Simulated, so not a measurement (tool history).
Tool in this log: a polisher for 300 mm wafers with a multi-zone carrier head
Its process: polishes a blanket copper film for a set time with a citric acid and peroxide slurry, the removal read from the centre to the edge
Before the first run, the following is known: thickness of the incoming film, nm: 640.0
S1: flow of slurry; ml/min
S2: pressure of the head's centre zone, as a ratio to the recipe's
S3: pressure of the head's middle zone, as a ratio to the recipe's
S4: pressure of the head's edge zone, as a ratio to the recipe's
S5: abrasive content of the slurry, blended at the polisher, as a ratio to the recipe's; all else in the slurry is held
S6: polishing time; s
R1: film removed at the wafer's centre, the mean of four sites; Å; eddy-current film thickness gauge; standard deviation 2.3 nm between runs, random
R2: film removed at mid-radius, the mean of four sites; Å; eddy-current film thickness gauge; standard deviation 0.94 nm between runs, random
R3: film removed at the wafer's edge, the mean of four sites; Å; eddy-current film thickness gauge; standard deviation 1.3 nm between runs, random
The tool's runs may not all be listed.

| run | hour | S1 | S2 | S3 | S4 | S5 | S6 | R1 | R2 | R3 |
|---|---|---|---|---|---|---|---|---|---|---|
| 1 | 0 | 255 | 1 | 1 | 1 | 1 | 35 | 1229.9 | 1224 | 1233 |
| 2 | 4 | 265 | 1.04 | 1.01 | 1.02 | 1.05 | 35 | 1269.5 | 1245.6 | 1284.6 |
| 3 | 8.4 | 270 | 1.07 | 1.01 | 0.99 | 1.1 | 35 | 1375.1 | 1263.8 | 1269.4 |
| 4 | 13 | 270 | 1.07 | 1.01 | 0.91 | 1.1 | 35 | 1363.4 | 1264.4 | 1237 |
| 5 | 16.5 | 280 | 1.09 | 1.02 | 0.93 | 1.15 | 35 | 1428.5 | 1288.8 | 1244.3 |
| 6 | 17.5 | 305 | 1.09 | 1.02 | 0.93 | 1.15 | 35 | 1392.5 | 1304.7 | 1251.8 |
| 7 | 20.8 | 300 | 1.1 | 1.02 | 0.95 | 1.2 | 35 | 1439.1 | 1330.5 | 1268.5 |

Estimate the outcome of run 8 from the log above:
| 8 | 28.4 | 300 | 1.1 | 1.02 | 0.95 | 1.2 | 35 | ? | ? | ? |

R1: 1440 Å
R2: 1318.6 Å
R3: 1272.9 Å
